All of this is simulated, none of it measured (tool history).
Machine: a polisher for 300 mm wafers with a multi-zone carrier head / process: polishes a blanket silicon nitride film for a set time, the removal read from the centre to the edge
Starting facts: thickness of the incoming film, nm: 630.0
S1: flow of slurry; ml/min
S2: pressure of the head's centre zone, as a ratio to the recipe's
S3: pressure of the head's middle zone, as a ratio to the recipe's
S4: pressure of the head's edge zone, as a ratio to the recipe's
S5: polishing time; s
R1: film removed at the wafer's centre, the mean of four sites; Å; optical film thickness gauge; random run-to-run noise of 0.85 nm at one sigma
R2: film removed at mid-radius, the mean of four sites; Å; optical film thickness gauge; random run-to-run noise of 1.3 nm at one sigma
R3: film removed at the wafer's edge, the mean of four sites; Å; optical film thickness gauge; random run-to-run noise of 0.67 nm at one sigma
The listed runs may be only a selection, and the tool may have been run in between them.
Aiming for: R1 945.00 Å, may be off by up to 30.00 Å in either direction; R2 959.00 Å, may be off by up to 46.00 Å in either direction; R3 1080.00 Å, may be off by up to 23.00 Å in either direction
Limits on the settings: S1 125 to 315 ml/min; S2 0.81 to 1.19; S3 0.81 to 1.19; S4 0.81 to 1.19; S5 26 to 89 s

| run | hour | S1 | S2 | S3 | S4 | S5 | R1 | R2 | R3 |
|---|---|---|---|---|---|---|---|---|---|
| 1 | 0.0 | 205 | 1.00 | 1.00 | 1.00 | 57 | 1798.60 | 1785.20 | 1701.40 |
| 2 | 2.7 | 225 | 1.00 | 1.00 | 1.00 | 57 | 1839.20 | 1767.60 | 1720.30 |
| 3 | 10.7 | 225 | 0.97 | 0.97 | 1.00 | 53 | 1684.70 | 1632.60 | 1603.90 |
| 4 | 14.3 | 195 | 0.97 | 0.97 | 1.00 | 53 | 1614.80 | 1583.90 | 1564.00 |
| 5 | 17.7 | 185 | 0.94 | 0.95 | 1.01 | 50 | 1495.00 | 1424.70 | 1477.20 |
| 6 | 18.2 | 175 | 0.92 | 0.95 | 1.02 | 47 | 1382.20 | 1368.90 | 1403.10 |
| 7 | 22.7 | 145 | 0.82 | 0.85 | 1.02 | 31 | 792.48 | 784.53 | 883.81 |
| 8 | 26.2 | 165 | 0.83 | 0.86 | 1.05 | 31 | 833.76 | 801.01 | 924.20 |
| 9 | 33.0 | 180 | 0.83 | 0.88 | 1.07 | 31 | 839.99 | 847.93 | 945.02 |
| 10 | 40.4 | 235 | 0.88 | 0.86 | 1.17 | 32 | 939.91 | 907.05 | 1047.30 |
| 11 | 41.0 | 235 | 0.88 | 0.86 | 1.17 | 32 | 936.24 | 885.43 | 1041.50 |

4 candidate next runs follow, results not yet known. Just one meets every target within its allowed miss. Identify it.
| A | 41.6 | 250 | 0.82 | 0.89 | 1.15 | 33 | ? | ? | ? |
| B | 41.6 | 250 | 0.86 | 1.04 | 1.09 | 32 | ? | ? | ? |
| C | 41.6 | 225 | 0.91 | 0.81 | 1.19 | 32 | ? | ? | ? |
| D | 41.6 | 215 | 0.81 | 0.95 | 1.18 | 32 | ? | ? | ? |

| move | R1 | R2 | R3 |
|---|---|---|---|
| A | 942.68 | 946.37 | 1072.50 |
| B | 943.65 | 1034.40 | 1011.60 |
| C | 963.13 | 843.36 | 1047.80 |
| D | 887.09 | 945.01 | 1036.60 |
A: each result inside its tolerance
B: its largest miss is bigger than the last run's
C: its largest miss is bigger than the last run's
D: its largest miss is bigger than the last run's
A is the move that brings every result within its allowed miss.
